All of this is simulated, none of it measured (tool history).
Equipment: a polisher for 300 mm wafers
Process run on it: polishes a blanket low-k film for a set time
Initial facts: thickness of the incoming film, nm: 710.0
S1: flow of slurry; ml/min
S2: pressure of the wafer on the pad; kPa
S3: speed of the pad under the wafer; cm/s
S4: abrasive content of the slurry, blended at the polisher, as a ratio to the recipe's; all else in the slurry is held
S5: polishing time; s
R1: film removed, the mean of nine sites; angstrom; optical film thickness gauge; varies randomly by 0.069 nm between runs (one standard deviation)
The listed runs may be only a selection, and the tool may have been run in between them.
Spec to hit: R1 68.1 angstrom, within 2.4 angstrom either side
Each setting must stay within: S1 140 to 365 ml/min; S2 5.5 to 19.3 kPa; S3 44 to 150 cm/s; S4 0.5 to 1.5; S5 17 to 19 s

| run | day | S1 | S2 | S3 | S4 | S5 | R1 |
|---|---|---|---|---|---|---|---|
| 1 | 0 | 235 | 12.4 | 96 | 1 | 19 | 81.826 |
| 2 | 0.221 | 235 | 15.2 | 96 | 1 | 19 | 97.144 |
| 3 | 0.521 | 235 | 13.8 | 96 | 1 | 19 | 90.469 |
| 4 | 0.779 | 235 | 13.8 | 96 | 0.9 | 19 | 87.66 |
| 5 | 1.092 | 235 | 13.8 | 96 | 1.05 | 19 | 92.079 |
| 6 | 1.279 | 235 | 13.8 | 96 | 0.95 | 19 | 87.526 |
| 7 | 1.646 | 235 | 13.1 | 96 | 0.95 | 19 | 84.445 |
| 8 | 1.679 | 235 | 12.4 | 96 | 0.95 | 19 | 79.518 |

Of the 5 settings listed for the next run, only one would bring every result within its allowed miss of target. Which one?
| A | 1.712 | 230 | 13.8 | 98 | 1.1 | 19 | ? |
| B | 1.712 | 310 | 13.1 | 112 | 1.1 | 18 | ? |
| C | 1.712 | 205 | 11 | 104 | 0.95 | 17 | ? |
| D | 1.712 | 175 | 12.4 | 134 | 0.85 | 19 | ? |
| E | 1.712 | 280 | 12.4 | 94 | 1 | 17 | ? |

| move | R1 |
|---|---|
| A | 96.039 |
| B | 98.837 |
| C | 67.544 |
| D | 97.088 |
| E | 73.438 |
A: misses by more than the last run did
B: misses by more than the last run did
C: each result inside its tolerance
D: misses by more than the last run did
E: nearer than the last run, and not there yet
The move that meets every target is C.
